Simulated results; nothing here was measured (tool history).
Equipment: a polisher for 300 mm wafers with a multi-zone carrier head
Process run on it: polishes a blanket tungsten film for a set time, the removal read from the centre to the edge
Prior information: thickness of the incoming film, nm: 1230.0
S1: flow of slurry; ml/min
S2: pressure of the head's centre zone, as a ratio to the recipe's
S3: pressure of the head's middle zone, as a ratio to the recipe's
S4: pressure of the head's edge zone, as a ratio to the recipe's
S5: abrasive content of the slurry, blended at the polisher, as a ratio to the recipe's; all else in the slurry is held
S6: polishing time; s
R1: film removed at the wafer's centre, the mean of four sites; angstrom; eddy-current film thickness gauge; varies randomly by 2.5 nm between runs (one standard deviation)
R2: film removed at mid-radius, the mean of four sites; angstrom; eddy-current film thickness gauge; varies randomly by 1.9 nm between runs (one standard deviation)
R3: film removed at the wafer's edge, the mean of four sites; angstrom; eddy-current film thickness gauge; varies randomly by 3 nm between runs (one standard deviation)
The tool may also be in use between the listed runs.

{"run": 1, "hour": 0.0, "S1": 300, "S2": 1, "S3": 1, "S4": 1, "S5": 1, "S6": 46, "R1": 2139.1, "R2": 2167.1, "R3": 2150}
{"run": 2, "hour": 7.5, "S1": 300, "S2": 0.98, "S3": 1, "S4": 1.04, "S5": 1.1, "S6": 47, "R1": 2156.9, "R2": 2267.8, "R3": 2355.5}
{"run": 3, "hour": 14.4, "S1": 300, "S2": 0.98, "S3": 1, "S4": 1.04, "S5": 1.2, "S6": 47, "R1": 2257.6, "R2": 2276.7, "R3": 2340.9}
{"run": 4, "hour": 19.8, "S1": 300, "S2": 0.98, "S3": 1, "S4": 1.1, "S5": 1.2, "S6": 47, "R1": 2260.5, "R2": 2274.7, "R3": 2371.9}
{"run": 5, "hour": 21.6, "S1": 305, "S2": 0.95, "S3": 1, "S4": 1.11, "S5": 1.25, "S6": 48, "R1": 2179.5, "R2": 2378.2, "R3": 2523.8}
{"run": 6, "hour": 27.0, "S1": 305, "S2": 0.95, "S3": 1.08, "S4": 1.11, "S5": 1.25, "S6": 48, "R1": 2233.8, "R2": 2520.3, "R3": 2538.2}
{"run": 7, "hour": 32.4, "S1": 315, "S2": 0.95, "S3": 1.07, "S4": 1.13, "S5": 1.3, "S6": 48, "R1": 2250.2, "R2": 2509.8, "R3": 2574.3}
{"run": 8, "hour": 39.9, "S1": 320, "S2": 0.95, "S3": 1.06, "S4": 1.15, "S5": 1.35, "S6": 48, "R1": 2266.6, "R2": 2510.5, "R3": 2503.6}
{"run": 9, "hour": 44.9, "S1": 300, "S2": 0.95, "S3": 1.05, "S4": 1.16, "S5": 1.35, "S6": 49, "R1": 2317.1, "R2": 2518.2, "R3": 2599.8}
{"run": 10, "hour": 46.2, "S1": 290, "S2": 0.94, "S3": 1.04, "S4": 1.16, "S5": 1.35, "S6": 50, "R1": 2292.7, "R2": 2525.2, "R3": 2676.2}

Run 11 is up next; what results do you expect?
{"run": 11, "hour": 48.1, "S1": 290, "S2": 0.94, "S3": 1.04, "S4": 1.16, "S5": 1.35, "S6": 50, "R1": "?", "R2": "?", "R3": "?"}

{"run 11": {"R1": 2320.7, "R2": 2515.4, "R3": 2657.7}}
